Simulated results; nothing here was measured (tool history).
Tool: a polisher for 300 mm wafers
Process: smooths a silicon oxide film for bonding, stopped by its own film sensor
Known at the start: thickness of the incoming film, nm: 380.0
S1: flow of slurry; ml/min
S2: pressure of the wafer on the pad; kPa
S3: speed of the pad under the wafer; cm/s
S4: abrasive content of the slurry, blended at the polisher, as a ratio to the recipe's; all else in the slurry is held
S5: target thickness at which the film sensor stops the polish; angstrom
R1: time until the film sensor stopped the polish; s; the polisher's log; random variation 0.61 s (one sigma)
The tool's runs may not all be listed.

run	hour	S1	S2	S3	S4	S5	R1
1	0.0	200	9.7	78	1.0	3590	44.434
2	4.2	200	9.7	78	1.0	3590	44.498
3	5.5	200	7.6	78	1.0	3590	55.945
4	8.5	200	7.6	78	1.0	3590	55.914
5	9.3	200	9.0	80	1.0	3590	45.713
6	13.8	220	9.0	80	1.0	3590	46.442
7	18.1	220	9.7	82	1.0	3590	42.804

The next listed run, before its measurement:
8	26.4	220	10.3	84	1.0	3590	?

R1: 37.225 s
